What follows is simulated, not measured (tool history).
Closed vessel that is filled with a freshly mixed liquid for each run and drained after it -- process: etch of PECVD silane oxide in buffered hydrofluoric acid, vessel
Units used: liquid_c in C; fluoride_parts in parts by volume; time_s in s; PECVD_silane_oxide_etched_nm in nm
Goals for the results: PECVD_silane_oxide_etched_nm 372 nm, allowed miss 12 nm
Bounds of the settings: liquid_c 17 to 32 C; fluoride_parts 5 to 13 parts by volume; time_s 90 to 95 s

run 1 day=0 | liquid_c=24 fluoride_parts=8 time_s=90 | PECVD_silane_oxide_etched_nm=283.97
run 2 day=0.05 | liquid_c=22 fluoride_parts=8 time_s=90 | PECVD_silane_oxide_etched_nm=256.7
run 3 day=0.188 | liquid_c=22 fluoride_parts=8 time_s=95 | PECVD_silane_oxide_etched_nm=271.14
run 4 day=0.521 | liquid_c=22 fluoride_parts=8 time_s=90 | PECVD_silane_oxide_etched_nm=257.65
-- day=0.833 hydrofluoric acid flow meter replaced
run 5 day=0.833 | liquid_c=23.5 fluoride_parts=8 time_s=90 | PECVD_silane_oxide_etched_nm=258.41
run 6 day=1.092 | liquid_c=23.5 fluoride_parts=8 time_s=90 | PECVD_silane_oxide_etched_nm=263.15
run 7 day=1.4 | liquid_c=25 fluoride_parts=8 time_s=90 | PECVD_silane_oxide_etched_nm=290.42
run 8 day=1.562 | liquid_c=26 fluoride_parts=8 time_s=90 | PECVD_silane_oxide_etched_nm=305.45
run 9 day=1.879 | liquid_c=26.5 fluoride_parts=8 time_s=90 | PECVD_silane_oxide_etched_nm=305.97
run 10 day=2.192 | liquid_c=27.5 fluoride_parts=8 time_s=90 | PECVD_silane_oxide_etched_nm=328.76
run 11 day=2.4 | liquid_c=28 fluoride_parts=8 time_s=90 | PECVD_silane_oxide_etched_nm=332.78
run 12 day=2.504 | liquid_c=28.5 fluoride_parts=8 time_s=90 | PECVD_silane_oxide_etched_nm=337.34
run 13 day=2.55 | liquid_c=29 fluoride_parts=8 time_s=90 | PECVD_silane_oxide_etched_nm=351.66

4 candidate next runs follow, results not yet known. Just one meets every target within its allowed miss. Identify it.
run A day=2.596 | liquid_c=30 fluoride_parts=8.5 time_s=95 | PECVD_silane_oxide_etched_nm=?
run B day=2.596 | liquid_c=29.5 fluoride_parts=7.5 time_s=90 | PECVD_silane_oxide_etched_nm=?
run C day=2.596 | liquid_c=28 fluoride_parts=8 time_s=95 | PECVD_silane_oxide_etched_nm=?
run D day=2.596 | liquid_c=28 fluoride_parts=6.5 time_s=90 | PECVD_silane_oxide_etched_nm=?

move=A PECVD_silane_oxide_etched_nm=366.6
move=B PECVD_silane_oxide_etched_nm=387.34
move=C PECVD_silane_oxide_etched_nm=352.29
move=D PECVD_silane_oxide_etched_nm=411.06
A: hits every target within its allowed miss
B: takes the biggest miss from the last run beyond its target
C: no better and no worse than the last run
D: takes the biggest miss from the last run beyond its target
So the answer is move A, the one that meets all the targets.

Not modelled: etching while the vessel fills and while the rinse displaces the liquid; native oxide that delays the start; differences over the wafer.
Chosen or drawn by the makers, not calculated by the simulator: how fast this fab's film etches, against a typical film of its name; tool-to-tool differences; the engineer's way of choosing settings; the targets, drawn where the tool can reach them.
